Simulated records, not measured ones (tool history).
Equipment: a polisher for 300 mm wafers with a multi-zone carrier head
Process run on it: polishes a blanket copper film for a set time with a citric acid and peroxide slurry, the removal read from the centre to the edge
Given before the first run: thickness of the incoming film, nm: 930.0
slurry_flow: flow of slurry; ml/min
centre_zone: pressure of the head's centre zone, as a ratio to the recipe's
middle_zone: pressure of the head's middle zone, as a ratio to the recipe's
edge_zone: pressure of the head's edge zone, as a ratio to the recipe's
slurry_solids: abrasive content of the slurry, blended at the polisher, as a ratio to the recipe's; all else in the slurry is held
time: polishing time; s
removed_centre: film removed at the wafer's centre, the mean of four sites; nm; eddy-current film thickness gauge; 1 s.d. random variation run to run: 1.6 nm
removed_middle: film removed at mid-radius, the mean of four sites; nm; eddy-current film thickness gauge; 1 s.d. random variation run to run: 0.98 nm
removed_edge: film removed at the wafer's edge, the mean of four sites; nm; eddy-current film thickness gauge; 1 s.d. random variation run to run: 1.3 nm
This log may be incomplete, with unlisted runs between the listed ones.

run	hour	slurry_flow	centre_zone	middle_zone	edge_zone	slurry_solids	time	removed_centre	removed_middle	removed_edge
1	0	145	1	1	1	1	54	90.948	91.971	91.658
2	1.3	155	1.03	1	1.02	1.05	54	97.301	92.582	95.35
3	9.1	165	1.05	1.01	1.03	1.05	54	96.341	93.294	95.459
4	16	165	1.07	1.01	1.02	1.1	54	102.25	95.427	95.168
5	17.8	170	1.08	1.01	1.03	1.15	54	103.68	97.896	98
6	25.7	175	1.1	1.01	1.04	1.2	54	110.34	98.669	101.27

Predict the results of run 7:
7	27.9	180	1.11	1.01	1.04	1.2	54	?	?	?

Run 7 yielded removed_centre 111.23 nm, removed_middle 99.872 nm, removed_edge 101.42 nm.
